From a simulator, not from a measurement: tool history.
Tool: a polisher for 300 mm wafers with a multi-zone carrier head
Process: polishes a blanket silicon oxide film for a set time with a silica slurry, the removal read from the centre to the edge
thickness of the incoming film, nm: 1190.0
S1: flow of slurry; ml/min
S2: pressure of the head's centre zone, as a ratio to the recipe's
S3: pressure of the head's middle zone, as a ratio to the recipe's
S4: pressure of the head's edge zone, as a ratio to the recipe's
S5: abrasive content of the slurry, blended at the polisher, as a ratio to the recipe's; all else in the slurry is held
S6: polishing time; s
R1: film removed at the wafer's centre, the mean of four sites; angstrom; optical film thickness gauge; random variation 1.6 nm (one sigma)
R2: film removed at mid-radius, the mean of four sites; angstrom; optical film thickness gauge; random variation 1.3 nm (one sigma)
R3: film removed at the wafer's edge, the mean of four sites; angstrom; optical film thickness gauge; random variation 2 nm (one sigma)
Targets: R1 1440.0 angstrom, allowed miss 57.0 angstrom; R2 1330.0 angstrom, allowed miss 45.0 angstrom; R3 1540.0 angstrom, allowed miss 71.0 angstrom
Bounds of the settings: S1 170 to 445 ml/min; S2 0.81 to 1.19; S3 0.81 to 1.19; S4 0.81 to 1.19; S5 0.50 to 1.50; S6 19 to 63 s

run 1 hour=0.0 | S1=285 S2=1.00 S3=1.00 S4=1.00 S5=1.00 S6=41 | R1=1153.4 R2=1156.5 R3=1206.1
run 2 hour=3.2 | S1=285 S2=1.01 S3=0.99 S4=1.03 S5=1.05 S6=41 | R1=1185.8 R2=1161.7 R3=1225.9
run 3 hour=9.0 | S1=285 S2=1.01 S3=0.99 S4=1.03 S5=0.95 S6=41 | R1=1104.7 R2=1150.4 R3=1178.5
run 4 hour=17.4 | S1=285 S2=1.00 S3=0.99 S4=1.05 S5=1.05 S6=41 | R1=1194.7 R2=1172.0 R3=1282.3
run 5 hour=25.9 | S1=290 S2=1.01 S3=1.00 S4=1.07 S5=1.10 S6=41 | R1=1201.0 R2=1219.0 R3=1304.6
run 6 hour=28.0 | S1=290 S2=1.04 S3=1.00 S4=1.07 S5=1.10 S6=41 | R1=1226.3 R2=1209.9 R3=1293.9
run 7 hour=31.7 | S1=290 S2=1.04 S3=1.00 S4=1.08 S5=1.15 S6=41 | R1=1232.5 R2=1236.3 R3=1304.9
run 8 hour=39.8 | S1=295 S2=1.04 S3=0.99 S4=1.09 S5=1.20 S6=41 | R1=1281.3 R2=1260.0 R3=1352.3
run 9 hour=43.6 | S1=295 S2=1.04 S3=0.98 S4=1.10 S5=1.25 S6=41 | R1=1284.5 R2=1262.2 R3=1391.6

Which of these 4 next moves meets every target?
run A hour=47.4 | S1=290 S2=1.12 S3=0.97 S4=1.08 S5=1.15 S6=40 | R1=? R2=? R3=?
run B hour=47.4 | S1=290 S2=1.03 S3=0.91 S4=1.09 S5=1.05 S6=50 | R1=? R2=? R3=?
run C hour=47.4 | S1=275 S2=1.19 S3=0.98 S4=0.96 S5=1.15 S6=41 | R1=? R2=? R3=?
run D hour=47.4 | S1=280 S2=1.03 S3=1.08 S4=1.11 S5=1.10 S6=41 | R1=? R2=? R3=?

move=A R1=1319.5 R2=1156.3 R3=1295.3
move=B R1=1468.8 R2=1324.9 R3=1573.5
move=C R1=1425.4 R2=1188.0 R3=1247.8
move=D R1=1221.8 R2=1272.4 R3=1318.3
A: further off than the last run
B: meets every target
C: brings the result that was furthest off to its target, and leaves another outside
D: further off than the last run
Move B is the one to make.

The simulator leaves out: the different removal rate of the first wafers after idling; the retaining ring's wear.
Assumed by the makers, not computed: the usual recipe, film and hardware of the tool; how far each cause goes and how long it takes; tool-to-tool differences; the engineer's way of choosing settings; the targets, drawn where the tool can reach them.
